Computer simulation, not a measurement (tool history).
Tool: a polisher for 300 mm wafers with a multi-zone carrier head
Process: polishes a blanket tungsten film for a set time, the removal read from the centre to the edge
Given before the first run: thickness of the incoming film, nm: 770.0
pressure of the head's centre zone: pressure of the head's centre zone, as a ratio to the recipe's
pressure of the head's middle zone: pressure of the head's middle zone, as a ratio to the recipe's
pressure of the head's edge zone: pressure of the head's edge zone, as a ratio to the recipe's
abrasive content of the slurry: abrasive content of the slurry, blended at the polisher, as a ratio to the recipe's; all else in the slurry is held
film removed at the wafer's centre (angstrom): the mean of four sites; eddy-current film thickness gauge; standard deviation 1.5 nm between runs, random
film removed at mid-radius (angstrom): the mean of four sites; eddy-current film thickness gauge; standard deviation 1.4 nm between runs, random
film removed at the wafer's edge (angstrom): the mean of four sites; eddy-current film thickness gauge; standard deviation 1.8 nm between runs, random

run,hour,flow of slurry (ml/min),pressure of the head's centre zone,pressure of the head's middle zone,pressure of the head's edge zone,abrasive content of the slurry,polishing time (s),film removed at the wafer's centre (angstrom),film removed at mid-radius (angstrom),film removed at the wafer's edge (angstrom)
1,0,280,1,1,1,1,65,2718,2814.5,2762
2,4.3,280,1.01,0.98,0.98,0.9,60,2453.6,2504.4,2406.3
3,8.1,280,1.01,0.98,0.98,1.05,60,2567,2584.8,2460.5
4,9.1,275,1.01,0.95,0.97,0.95,57,2335,2281.1,2313.7
5,16.7,275,1.06,0.95,0.97,0.95,57,2425.4,2317.2,2312.5
6,21.8,285,1.07,0.94,0.95,0.85,54,2301.1,2133.6,2103.7
7,22.8,290,1.06,0.93,0.93,0.8,52,2178.6,1992.7,2032.2
8,28.2,290,1.06,0.93,0.91,0.75,50,2046.1,1902,1893.1
9,33.1,290,1.06,0.92,0.9,0.7,49,1980.6,1817.9,1809.6
10,39.2,285,1.06,0.91,0.88,0.65,49,1919.4,1754.6,1761.1
11,46.8,280,1.06,0.9,0.87,0.6,49,1884.6,1741,1701.8
12,51.5,280,1.06,0.89,0.86,0.6,49,1889.1,1741.4,1711.6
13,59.1,280,1.06,0.88,0.85,0.6,48,1851.8,1673.1,1673.7
14,62.6,275,1.06,0.87,0.84,0.6,48,1868.6,1662.5,1637.1
15,65.4,275,1.05,0.86,0.84,0.6,48,1839.2,1644.1,1656.8
16,70.8,270,1.05,0.85,0.83,0.6,48,1805.2,1642.2,1655.1
17,77.8,265,1.05,0.85,0.83,0.6,48,1787,1605.8,1660.8
18,84.1,260,1.09,0.87,0.81,0.5,44,1635.8,1431.1,1432.8
19,89.8,265,1.09,0.87,0.82,0.5,44,1631.7,1429.4,1420.3
20,95.1,275,1.09,0.87,0.83,0.5,44,1665.3,1457.5,1438.6

Predict the results of run 21:
21,101.7,280,1.09,0.87,0.84,0.5,44,?,?,?

{"run 21": {"film removed at the wafer's centre (angstrom)": 1675, "film removed at mid-radius (angstrom)": 1432.8, "film removed at the wafer's edge (angstrom)": 1450.6}}

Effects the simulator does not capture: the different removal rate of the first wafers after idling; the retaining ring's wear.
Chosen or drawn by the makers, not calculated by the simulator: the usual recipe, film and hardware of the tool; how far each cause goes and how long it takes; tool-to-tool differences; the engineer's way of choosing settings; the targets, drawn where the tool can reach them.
